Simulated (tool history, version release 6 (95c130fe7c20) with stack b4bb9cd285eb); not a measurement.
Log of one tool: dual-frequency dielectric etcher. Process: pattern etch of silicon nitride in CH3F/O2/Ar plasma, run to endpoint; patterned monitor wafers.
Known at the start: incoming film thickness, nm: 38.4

run 1 day=0 | source_power_(W)=520 bias_power_(W)=86 | endpoint_time_(s)=46.579
run 2 day=0.025 | source_power_(W)=520 bias_power_(W)=73 | endpoint_time_(s)=51.015
run 3 day=0.292 | source_power_(W)=510 bias_power_(W)=72 | endpoint_time_(s)=51.741
run 4 day=0.546 | source_power_(W)=510 bias_power_(W)=79 | endpoint_time_(s)=49.479
-- day=0.725 bias power generator calibrated
run 5 day=0.725 | source_power_(W)=490 bias_power_(W)=78 | endpoint_time_(s)=51.268
run 6 day=0.912 | source_power_(W)=480 bias_power_(W)=78 | endpoint_time_(s)=51.24

Estimate the outcome of run 7 from the log above:
run 7 day=1.062 | source_power_(W)=470 bias_power_(W)=78 | endpoint_time_(s)=?

endpoint time (s): 51.398
